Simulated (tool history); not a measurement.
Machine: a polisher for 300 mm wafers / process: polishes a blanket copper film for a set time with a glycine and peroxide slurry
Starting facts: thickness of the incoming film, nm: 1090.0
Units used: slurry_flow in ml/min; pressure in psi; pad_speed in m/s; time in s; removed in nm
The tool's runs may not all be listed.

run,hour,slurry_flow,pressure,pad_speed,time,removed
1,0,260,3.4,1.06,54,330.13
2,1.4,305,3.4,1.06,54,337.21
3,7.9,365,3.4,1.06,54,341.81
4,15.3,365,3.2,1.06,54,319.46
5,22.3,395,3.2,1.06,54,324.73
# hour 26.5: head pressure recalibrated
6,26.5,405,3.2,1.06,54,349.31
7,32.6,335,3.1,1.06,54,333.54

For run 8, what comes out?
8,39.3,335,2.9,1.02,54,?

removed: 309.56 nm
